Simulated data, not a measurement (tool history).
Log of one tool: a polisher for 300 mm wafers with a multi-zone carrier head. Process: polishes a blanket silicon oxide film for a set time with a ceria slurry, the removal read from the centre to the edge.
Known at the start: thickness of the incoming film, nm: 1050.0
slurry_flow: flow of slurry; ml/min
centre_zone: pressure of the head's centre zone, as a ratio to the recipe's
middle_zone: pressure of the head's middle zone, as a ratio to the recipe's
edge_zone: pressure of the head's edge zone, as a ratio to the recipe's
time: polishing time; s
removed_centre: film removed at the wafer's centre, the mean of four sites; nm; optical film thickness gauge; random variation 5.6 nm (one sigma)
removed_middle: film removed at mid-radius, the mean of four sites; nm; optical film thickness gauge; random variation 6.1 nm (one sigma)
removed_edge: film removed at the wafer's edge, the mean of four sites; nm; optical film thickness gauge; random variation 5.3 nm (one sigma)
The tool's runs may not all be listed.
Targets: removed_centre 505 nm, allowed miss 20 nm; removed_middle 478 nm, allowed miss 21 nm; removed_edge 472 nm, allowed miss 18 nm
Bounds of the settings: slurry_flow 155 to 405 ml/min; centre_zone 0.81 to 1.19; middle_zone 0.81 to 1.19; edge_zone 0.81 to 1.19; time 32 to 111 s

run 1 day=0 | slurry_flow=260 centre_zone=1 middle_zone=1 edge_zone=1 time=71 | removed_centre=374.22 removed_middle=388.72 removed_edge=380.18
run 2 day=0.321 | slurry_flow=265 centre_zone=1.04 middle_zone=1.02 edge_zone=1.03 time=74 | removed_centre=405.47 removed_middle=411.78 removed_edge=397.06
run 3 day=0.362 | slurry_flow=310 centre_zone=1.04 middle_zone=1.02 edge_zone=1.03 time=74 | removed_centre=415.23 removed_middle=419.12 removed_edge=398.79
run 4 day=0.704 | slurry_flow=310 centre_zone=1 middle_zone=1.02 edge_zone=1.03 time=74 | removed_centre=394.32 removed_middle=414.32 removed_edge=399.84
run 5 day=1.004 | slurry_flow=310 centre_zone=1 middle_zone=1.06 edge_zone=1.03 time=74 | removed_centre=405.28 removed_middle=425.97 removed_edge=405.45
run 6 day=1.325 | slurry_flow=310 centre_zone=1 middle_zone=1.14 edge_zone=1.03 time=74 | removed_centre=396.79 removed_middle=442.5 removed_edge=399.62
run 7 day=1.412 | slurry_flow=310 centre_zone=1.03 middle_zone=1.1 edge_zone=1.06 time=77 | removed_centre=434.03 removed_middle=468.94 removed_edge=428.79
run 8 day=1.746 | slurry_flow=325 centre_zone=1.13 middle_zone=1 edge_zone=1.16 time=79 | removed_centre=483.88 removed_middle=431.69 removed_edge=459.11
run 9 day=1.938 | slurry_flow=325 centre_zone=1.13 middle_zone=1.03 edge_zone=1.16 time=80 | removed_centre=491.56 removed_middle=446.65 removed_edge=463.57

Which of these 4 next moves meets every target?
run A day=2.129 | slurry_flow=300 centre_zone=1.1 middle_zone=1.15 edge_zone=1.14 time=79 | removed_centre=? removed_middle=? removed_edge=?
run B day=2.129 | slurry_flow=225 centre_zone=1.14 middle_zone=0.88 edge_zone=1.19 time=83 | removed_centre=? removed_middle=? removed_edge=?
run C day=2.129 | slurry_flow=295 centre_zone=1.11 middle_zone=1.05 edge_zone=1.09 time=85 | removed_centre=? removed_middle=? removed_edge=?
run D day=2.129 | slurry_flow=340 centre_zone=1.13 middle_zone=0.86 edge_zone=1.19 time=81 | removed_centre=? removed_middle=? removed_edge=?

move=A removed_centre=463.62 removed_middle=480.34 removed_edge=448.6
move=B removed_centre=486.68 removed_middle=399.41 removed_edge=472.35
move=C removed_centre=502.12 removed_middle=480.96 removed_edge=471.73
move=D removed_centre=494.23 removed_middle=400.42 removed_edge=476.36
A: brings the result that was furthest off to its target, and leaves another outside
B: further off than the last run
C: meets every target
D: further off than the last run
The right move is C.
